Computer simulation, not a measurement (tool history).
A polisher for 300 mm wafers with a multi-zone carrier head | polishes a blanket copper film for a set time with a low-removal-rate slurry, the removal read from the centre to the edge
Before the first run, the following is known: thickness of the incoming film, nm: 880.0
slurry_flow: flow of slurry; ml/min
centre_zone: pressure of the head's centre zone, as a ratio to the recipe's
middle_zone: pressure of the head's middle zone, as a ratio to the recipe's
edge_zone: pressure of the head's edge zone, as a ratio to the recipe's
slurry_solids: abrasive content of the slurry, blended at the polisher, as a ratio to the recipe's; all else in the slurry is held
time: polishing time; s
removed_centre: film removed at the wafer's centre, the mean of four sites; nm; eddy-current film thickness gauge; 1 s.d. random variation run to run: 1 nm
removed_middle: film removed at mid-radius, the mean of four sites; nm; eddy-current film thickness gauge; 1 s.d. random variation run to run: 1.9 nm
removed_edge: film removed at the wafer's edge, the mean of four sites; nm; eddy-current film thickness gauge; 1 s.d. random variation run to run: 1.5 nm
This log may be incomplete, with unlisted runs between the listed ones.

| run | hour | slurry_flow | centre_zone | middle_zone | edge_zone | slurry_solids | time | removed_centre | removed_middle | removed_edge |
|---|---|---|---|---|---|---|---|---|---|---|
| 1 | 0 | 155 | 1 | 1 | 1 | 1 | 77 | 259.66 | 231.49 | 228.84 |
| 2 | 6.1 | 130 | 1 | 1 | 1 | 1 | 77 | 257.06 | 230.04 | 230.17 |
| 3 | 11.9 | 130 | 1 | 1 | 1 | 1.2 | 77 | 261.45 | 243.12 | 236.71 |
| 4 | 18.4 | 130 | 1 | 1.07 | 1 | 1.2 | 77 | 263.74 | 251.23 | 237.58 |
| 5 | 23.9 | 130 | 1.04 | 1.07 | 1 | 1.2 | 77 | 272.19 | 254.66 | 239.86 |
| 6 | 24.5 | 130 | 1.04 | 1.07 | 1 | 1 | 77 | 263.46 | 245.41 | 231.61 |
| 7 | 26.7 | 130 | 1 | 1.04 | 0.99 | 0.9 | 74 | 241.36 | 228 | 215.23 |
| 8 | 31.7 | 130 | 0.97 | 1 | 0.99 | 0.85 | 71 | 223.29 | 202.33 | 200.91 |
| 9 | 32.8 | 125 | 0.94 | 0.99 | 0.98 | 0.8 | 70 | 210.21 | 199.22 | 200.32 |
| 10 | 36.1 | 130 | 0.93 | 0.97 | 0.96 | 0.75 | 68 | 201.96 | 189.38 | 188.54 |

Predict the results of run 11:
| 11 | 44.1 | 130 | 0.91 | 0.95 | 0.94 | 0.7 | 67 | ? | ? | ? |

Run 11 gave removed_centre 192.08 nm, removed_middle 182.66 nm, removed_edge 185.39 nm.

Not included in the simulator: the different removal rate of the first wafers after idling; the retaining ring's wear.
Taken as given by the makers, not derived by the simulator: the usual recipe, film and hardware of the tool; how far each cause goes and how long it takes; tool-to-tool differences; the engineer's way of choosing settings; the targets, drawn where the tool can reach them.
